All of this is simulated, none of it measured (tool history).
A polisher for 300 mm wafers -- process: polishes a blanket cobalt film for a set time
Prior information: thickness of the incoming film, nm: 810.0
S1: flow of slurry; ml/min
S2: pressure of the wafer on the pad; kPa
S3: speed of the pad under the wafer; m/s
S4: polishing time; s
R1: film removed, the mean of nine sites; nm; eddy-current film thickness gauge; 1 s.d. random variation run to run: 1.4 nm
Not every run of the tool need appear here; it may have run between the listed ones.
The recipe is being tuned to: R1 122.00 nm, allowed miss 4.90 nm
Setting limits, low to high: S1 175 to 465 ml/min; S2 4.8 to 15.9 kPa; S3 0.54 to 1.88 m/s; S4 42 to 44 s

| run | day | S1 | S2 | S3 | S4 | R1 |
|---|---|---|---|---|---|---|
| 1 | 0.000 | 295 | 10.3 | 1.20 | 42 | 195.59 |
| 2 | 0.217 | 295 | 9.7 | 1.20 | 42 | 182.05 |
| 3 | 0.375 | 295 | 9.7 | 1.20 | 44 | 189.33 |
| 4 | 0.462 | 295 | 9.0 | 1.20 | 44 | 178.62 |
| 5 | 0.592 | 295 | 8.3 | 1.20 | 44 | 169.29 |
| 6 | 0.800 | 240 | 8.3 | 1.20 | 44 | 159.59 |
| 7 | 0.879 | 235 | 8.3 | 1.20 | 44 | 161.61 |
| 8 | 1.050 | 235 | 7.6 | 1.20 | 44 | 147.62 |
| 9 | 1.167 | 230 | 7.6 | 1.20 | 44 | 144.46 |
| 10 | 1.450 | 225 | 7.6 | 1.20 | 44 | 147.21 |
| 11 | 1.596 | 215 | 6.9 | 1.20 | 44 | 132.80 |

Which of these 5 next moves meets every target?
| A | 1.742 | 220 | 7.6 | 0.94 | 42 | ? |
| B | 1.742 | 285 | 5.5 | 1.40 | 42 | ? |
| C | 1.742 | 200 | 9.0 | 0.80 | 42 | ? |
| D | 1.742 | 200 | 8.3 | 0.84 | 43 | ? |
| E | 1.742 | 245 | 6.2 | 1.16 | 42 | ? |

| move | R1 |
|---|---|
| A | 111.64 |
| B | 124.82 |
| C | 110.89 |
| D | 110.12 |
| E | 114.40 |
A: takes the result that was furthest off past its target
B: every result lands within tolerance
C: takes the result that was furthest off past its target
D: takes the result that was furthest off past its target
E: takes the result that was furthest off past its target
Move B is the one to make.

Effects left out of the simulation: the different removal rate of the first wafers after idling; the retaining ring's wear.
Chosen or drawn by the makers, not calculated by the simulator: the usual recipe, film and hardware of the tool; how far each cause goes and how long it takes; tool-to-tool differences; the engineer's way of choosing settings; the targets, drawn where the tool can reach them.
